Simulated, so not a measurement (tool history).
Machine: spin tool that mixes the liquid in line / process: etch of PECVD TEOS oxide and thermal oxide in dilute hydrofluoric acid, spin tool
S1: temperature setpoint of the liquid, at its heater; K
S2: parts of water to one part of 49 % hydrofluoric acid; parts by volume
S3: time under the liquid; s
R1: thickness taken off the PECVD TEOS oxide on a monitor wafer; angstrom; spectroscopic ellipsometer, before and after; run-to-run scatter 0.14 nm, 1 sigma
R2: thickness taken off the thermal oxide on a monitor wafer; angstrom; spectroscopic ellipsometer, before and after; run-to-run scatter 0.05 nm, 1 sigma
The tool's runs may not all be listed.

Run 1, day 0.000: S1 299.15 K, S2 275 parts by volume, S3 180 s. Result: R1 138.05 angstrom, R2 29.525 angstrom.
Run 2, day 0.346: S1 300.15 K, S2 275 parts by volume, S3 180 s. Result: R1 144.03 angstrom, R2 30.705 angstrom.
Run 3, day 0.717: S1 301.15 K, S2 275 parts by volume, S3 180 s. Result: R1 147.73 angstrom, R2 31.229 angstrom.
Run 4, day 1.033: S1 301.65 K, S2 275 parts by volume, S3 180 s. Result: R1 151.05 angstrom, R2 32.002 angstrom.
Run 5, day 1.350: S1 302.15 K, S2 275 parts by volume, S3 180 s. Result: R1 154.69 angstrom, R2 31.906 angstrom.
Run 6, day 1.371: S1 300.15 K, S2 275 parts by volume, S3 180 s. Result: R1 142.92 angstrom, R2 29.977 angstrom.
Run 7, day 1.442: S1 301.15 K, S2 275 parts by volume, S3 180 s. Result: R1 148.59 angstrom, R2 31.324 angstrom.
Run 8, day 1.746: S1 301.65 K, S2 275 parts by volume, S3 180 s. Result: R1 148.63 angstrom, R2 31.706 angstrom.

Forecast run 9:
Run 9, day 1.833: S1 302.15 K, S2 275 parts by volume, S3 180 s. Result: R1 ?, R2 ?.

{"run 9": {"R1": 153.06, "R2": 31.8}}
